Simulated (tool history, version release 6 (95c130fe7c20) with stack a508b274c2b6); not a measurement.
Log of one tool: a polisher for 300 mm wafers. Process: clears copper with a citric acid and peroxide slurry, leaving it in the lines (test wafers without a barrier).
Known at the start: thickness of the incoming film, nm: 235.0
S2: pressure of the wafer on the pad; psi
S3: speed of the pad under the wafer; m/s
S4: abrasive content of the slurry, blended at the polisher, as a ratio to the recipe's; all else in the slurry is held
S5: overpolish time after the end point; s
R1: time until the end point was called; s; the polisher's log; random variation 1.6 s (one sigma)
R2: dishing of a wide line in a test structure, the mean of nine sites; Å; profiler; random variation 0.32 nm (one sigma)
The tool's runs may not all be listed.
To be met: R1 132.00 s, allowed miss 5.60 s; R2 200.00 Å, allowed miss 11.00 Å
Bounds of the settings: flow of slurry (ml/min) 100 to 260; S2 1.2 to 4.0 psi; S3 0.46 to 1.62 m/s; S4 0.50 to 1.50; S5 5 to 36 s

Run 1, hour 0.0: flow of slurry (ml/min) 165, S2 2.6 psi, S3 1.04 m/s, S4 1.00, S5 18 s. Result: R1 108.28 s, R2 219.56 Å.
Run 2, hour 5.5: flow of slurry (ml/min) 135, S2 2.6 psi, S3 1.04 m/s, S4 1.00, S5 18 s. Result: R1 115.41 s, R2 213.03 Å.
Run 3, hour 10.9: flow of slurry (ml/min) 135, S2 2.6 psi, S3 0.80 m/s, S4 1.00, S5 18 s. Result: R1 143.87 s, R2 172.97 Å.
Run 4, hour 14.8: flow of slurry (ml/min) 145, S2 2.6 psi, S3 0.80 m/s, S4 1.00, S5 19 s. Result: R1 143.98 s, R2 178.06 Å.
Run 5, hour 20.5: flow of slurry (ml/min) 105, S2 2.6 psi, S3 0.80 m/s, S4 1.00, S5 19 s. Result: R1 157.00 s, R2 174.57 Å.
Run 6, hour 28.3: flow of slurry (ml/min) 120, S2 2.7 psi, S3 0.80 m/s, S4 1.00, S5 19 s. Result: R1 143.62 s, R2 183.75 Å.
Run 7, hour 36.0: flow of slurry (ml/min) 125, S2 2.7 psi, S3 0.80 m/s, S4 1.00, S5 19 s. Result: R1 144.20 s, R2 187.48 Å.
Run 8, hour 41.2: flow of slurry (ml/min) 135, S2 2.7 psi, S3 0.80 m/s, S4 1.00, S5 19 s. Result: R1 138.28 s, R2 189.37 Å.
Run 9, hour 47.4: flow of slurry (ml/min) 140, S2 2.7 psi, S3 0.80 m/s, S4 1.00, S5 19 s. Result: R1 138.20 s, R2 194.41 Å.
Run 10, hour 50.5: flow of slurry (ml/min) 145, S2 2.7 psi, S3 0.80 m/s, S4 1.00, S5 19 s. Result: R1 136.47 s, R2 186.68 Å.

Which of these 4 next moves meets every target?
Run A, hour 53.6: flow of slurry (ml/min) 160, S2 2.9 psi, S3 0.72 m/s, S4 1.20, S5 15 s. Result: R1 ?, R2 ?.
Run B, hour 53.6: flow of slurry (ml/min) 140, S2 2.9 psi, S3 0.80 m/s, S4 1.00, S5 19 s. Result: R1 ?, R2 ?.
Run C, hour 53.6: flow of slurry (ml/min) 130, S2 2.8 psi, S3 0.76 m/s, S4 1.05, S5 21 s. Result: R1 ?, R2 ?.
Run D, hour 53.6: flow of slurry (ml/min) 160, S2 2.8 psi, S3 0.82 m/s, S4 1.05, S5 14 s. Result: R1 ?, R2 ?.

move      R1      R2
   A  134.42  159.14
   B  129.36  196.80
   C  141.51  198.23
   D  126.06  158.33
A: further off than the last run
B: meets every target
C: brings the result that was furthest off to its target, and leaves another outside
D: further off than the last run
Answer: B

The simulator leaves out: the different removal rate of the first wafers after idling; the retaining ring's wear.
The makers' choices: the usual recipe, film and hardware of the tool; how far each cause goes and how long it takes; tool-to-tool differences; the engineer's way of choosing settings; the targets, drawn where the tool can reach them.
